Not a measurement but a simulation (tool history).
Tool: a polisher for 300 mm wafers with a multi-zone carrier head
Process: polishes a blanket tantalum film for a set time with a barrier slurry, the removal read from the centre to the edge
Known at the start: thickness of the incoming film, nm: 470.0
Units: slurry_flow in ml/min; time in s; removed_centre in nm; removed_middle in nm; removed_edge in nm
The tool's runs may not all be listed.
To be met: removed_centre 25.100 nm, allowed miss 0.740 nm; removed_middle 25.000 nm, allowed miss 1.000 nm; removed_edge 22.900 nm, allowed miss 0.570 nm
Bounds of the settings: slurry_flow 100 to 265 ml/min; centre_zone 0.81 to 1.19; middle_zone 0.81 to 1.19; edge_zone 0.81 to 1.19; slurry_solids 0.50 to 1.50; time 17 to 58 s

{"run": 1, "hour": 0.0, "slurry_flow": 170, "centre_zone": 1.0, "middle_zone": 1.0, "edge_zone": 1.0, "slurry_solids": 1.0, "time": 37, "removed_centre": 38.565, "removed_middle": 38.683, "removed_edge": 37.915}
{"run": 2, "hour": 8.0, "slurry_flow": 170, "centre_zone": 1.0, "middle_zone": 1.0, "edge_zone": 1.0, "slurry_solids": 1.2, "time": 37, "removed_centre": 40.335, "removed_middle": 41.147, "removed_edge": 40.484}
{"run": 3, "hour": 15.2, "slurry_flow": 170, "centre_zone": 1.0, "middle_zone": 1.0, "edge_zone": 1.0, "slurry_solids": 1.1, "time": 37, "removed_centre": 39.341, "removed_middle": 40.496, "removed_edge": 39.363}
{"run": 4, "hour": 18.3, "slurry_flow": 170, "centre_zone": 1.0, "middle_zone": 1.0, "edge_zone": 1.0, "slurry_solids": 1.2, "time": 37, "removed_centre": 40.568, "removed_middle": 40.542, "removed_edge": 40.166}
{"run": 5, "hour": 26.0, "slurry_flow": 170, "centre_zone": 0.92, "middle_zone": 1.0, "edge_zone": 1.0, "slurry_solids": 1.2, "time": 37, "removed_centre": 37.029, "removed_middle": 40.063, "removed_edge": 40.304}
{"run": 6, "hour": 30.7, "slurry_flow": 135, "centre_zone": 0.92, "middle_zone": 1.0, "edge_zone": 1.0, "slurry_solids": 1.2, "time": 37, "removed_centre": 35.574, "removed_middle": 39.851, "removed_edge": 39.328}
{"run": 7, "hour": 31.5, "slurry_flow": 135, "centre_zone": 0.94, "middle_zone": 0.99, "edge_zone": 0.97, "slurry_solids": 1.05, "time": 35, "removed_centre": 32.919, "removed_middle": 36.268, "removed_edge": 35.448}
{"run": 8, "hour": 37.7, "slurry_flow": 140, "centre_zone": 0.96, "middle_zone": 0.99, "edge_zone": 0.95, "slurry_solids": 0.95, "time": 33, "removed_centre": 31.33, "removed_middle": 33.358, "removed_edge": 32.222}
{"run": 9, "hour": 45.0, "slurry_flow": 145, "centre_zone": 0.97, "middle_zone": 0.99, "edge_zone": 0.93, "slurry_solids": 0.85, "time": 32, "removed_centre": 29.964, "removed_middle": 31.033, "removed_edge": 30.007}
{"run": 10, "hour": 49.9, "slurry_flow": 150, "centre_zone": 0.98, "middle_zone": 0.99, "edge_zone": 0.91, "slurry_solids": 0.75, "time": 31, "removed_centre": 27.987, "removed_middle": 28.887, "removed_edge": 27.713}
{"run": 11, "hour": 54.1, "slurry_flow": 140, "centre_zone": 1.04, "middle_zone": 1.0, "edge_zone": 0.81, "slurry_solids": 0.5, "time": 30, "removed_centre": 23.506, "removed_middle": 22.372, "removed_edge": 20.895}
{"run": 12, "hour": 59.0, "slurry_flow": 140, "centre_zone": 1.04, "middle_zone": 1.0, "edge_zone": 0.81, "slurry_solids": 0.5, "time": 30, "removed_centre": 23.568, "removed_middle": 23.277, "removed_edge": 20.997}
{"run": 13, "hour": 63.9, "slurry_flow": 150, "centre_zone": 1.03, "middle_zone": 1.0, "edge_zone": 0.82, "slurry_solids": 0.5, "time": 30, "removed_centre": 23.621, "removed_middle": 23.222, "removed_edge": 21.395}
{"run": 14, "hour": 64.5, "slurry_flow": 160, "centre_zone": 1.03, "middle_zone": 1.0, "edge_zone": 0.83, "slurry_solids": 0.5, "time": 30, "removed_centre": 23.864, "removed_middle": 23.419, "removed_edge": 21.611}
{"run": 15, "hour": 71.0, "slurry_flow": 165, "centre_zone": 1.03, "middle_zone": 1.01, "edge_zone": 0.84, "slurry_solids": 0.5, "time": 30, "removed_centre": 23.962, "removed_middle": 23.72, "removed_edge": 21.743}
{"run": 16, "hour": 71.6, "slurry_flow": 170, "centre_zone": 1.03, "middle_zone": 1.01, "edge_zone": 0.85, "slurry_solids": 0.5, "time": 30, "removed_centre": 23.999, "removed_middle": 23.769, "removed_edge": 22.095}
{"run": 17, "hour": 80.1, "slurry_flow": 175, "centre_zone": 1.04, "middle_zone": 1.02, "edge_zone": 0.86, "slurry_solids": 0.5, "time": 30, "removed_centre": 24.272, "removed_middle": 24.259, "removed_edge": 21.778}
{"run": 18, "hour": 84.0, "slurry_flow": 180, "centre_zone": 1.04, "middle_zone": 1.02, "edge_zone": 0.87, "slurry_solids": 0.5, "time": 30, "removed_centre": 24.521, "removed_middle": 24.028, "removed_edge": 22.174}
{"run": 19, "hour": 88.5, "slurry_flow": 180, "centre_zone": 1.04, "middle_zone": 1.02, "edge_zone": 0.88, "slurry_solids": 0.5, "time": 30, "removed_centre": 24.279, "removed_middle": 23.924, "removed_edge": 22.46}

Which of these 4 next moves meets every target?
{"run": "A", "hour": 93.0, "slurry_flow": 170, "centre_zone": 1.07, "middle_zone": 1.06, "edge_zone": 0.95, "slurry_solids": 0.7, "time": 26, "removed_centre": "?", "removed_middle": "?", "removed_edge": "?"}
{"run": "B", "hour": 93.0, "slurry_flow": 195, "centre_zone": 1.12, "middle_zone": 0.96, "edge_zone": 0.95, "slurry_solids": 0.5, "time": 29, "removed_centre": "?", "removed_middle": "?", "removed_edge": "?"}
{"run": "C", "hour": 93.0, "slurry_flow": 190, "centre_zone": 1.08, "middle_zone": 1.0, "edge_zone": 0.86, "slurry_solids": 0.5, "time": 29, "removed_centre": "?", "removed_middle": "?", "removed_edge": "?"}
{"run": "D", "hour": 93.0, "slurry_flow": 190, "centre_zone": 1.03, "middle_zone": 1.13, "edge_zone": 0.81, "slurry_solids": 0.55, "time": 29, "removed_centre": "?", "removed_middle": "?", "removed_edge": "?"}

move=A removed_centre=25.540 removed_middle=25.074 removed_edge=23.076
move=B removed_centre=25.992 removed_middle=22.372 removed_edge=22.312
move=C removed_centre=24.969 removed_middle=23.082 removed_edge=21.451
move=D removed_centre=25.025 removed_middle=26.913 removed_edge=22.027
A: meets every target
B: takes the result that was furthest off past its target
C: brings the result that was furthest off to its target, and leaves another outside
D: brings the result that was furthest off to its target, and leaves another outside
Move A is the one to make.
